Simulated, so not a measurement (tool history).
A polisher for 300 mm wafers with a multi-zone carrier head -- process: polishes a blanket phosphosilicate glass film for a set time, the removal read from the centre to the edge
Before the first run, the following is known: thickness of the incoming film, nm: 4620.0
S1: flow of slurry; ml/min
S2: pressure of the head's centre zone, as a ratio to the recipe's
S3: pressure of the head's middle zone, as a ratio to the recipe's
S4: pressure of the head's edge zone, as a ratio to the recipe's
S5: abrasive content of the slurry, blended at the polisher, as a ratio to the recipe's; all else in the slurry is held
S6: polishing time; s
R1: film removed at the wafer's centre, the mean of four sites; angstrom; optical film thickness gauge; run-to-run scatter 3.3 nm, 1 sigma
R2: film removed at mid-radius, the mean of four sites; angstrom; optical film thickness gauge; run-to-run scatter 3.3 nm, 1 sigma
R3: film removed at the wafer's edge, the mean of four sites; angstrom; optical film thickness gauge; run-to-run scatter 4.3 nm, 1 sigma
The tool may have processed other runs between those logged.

run,hour,S1,S2,S3,S4,S5,S6,R1,R2,R3
1,0.0,195,1.00,1.00,1.00,1.00,86,5364.6,5392.8,5391.6
2,2.3,195,1.03,1.00,1.00,1.00,86,5390.5,5367.9,5426.8
3,6.7,195,1.03,1.05,1.00,1.00,86,5447.0,5521.7,5310.4
4,11.4,190,1.02,1.03,1.00,0.95,83,5064.9,5135.2,5003.7
5,18.1,190,1.02,0.96,1.00,0.95,83,5074.1,4897.7,5063.1
# hour 24.1: edge zone pressure recalibrated
6,24.1,190,1.02,0.96,1.00,0.95,73,4447.3,4151.1,4361.2
7,30.9,185,1.00,0.95,0.99,0.90,73,4137.4,4030.0,4059.2

For run 8, what comes out?
8,33.5,185,1.00,0.95,0.99,0.90,73,?,?,?

R1: 4190.3 angstrom
R2: 4068.9 angstrom
R3: 4096.6 angstrom

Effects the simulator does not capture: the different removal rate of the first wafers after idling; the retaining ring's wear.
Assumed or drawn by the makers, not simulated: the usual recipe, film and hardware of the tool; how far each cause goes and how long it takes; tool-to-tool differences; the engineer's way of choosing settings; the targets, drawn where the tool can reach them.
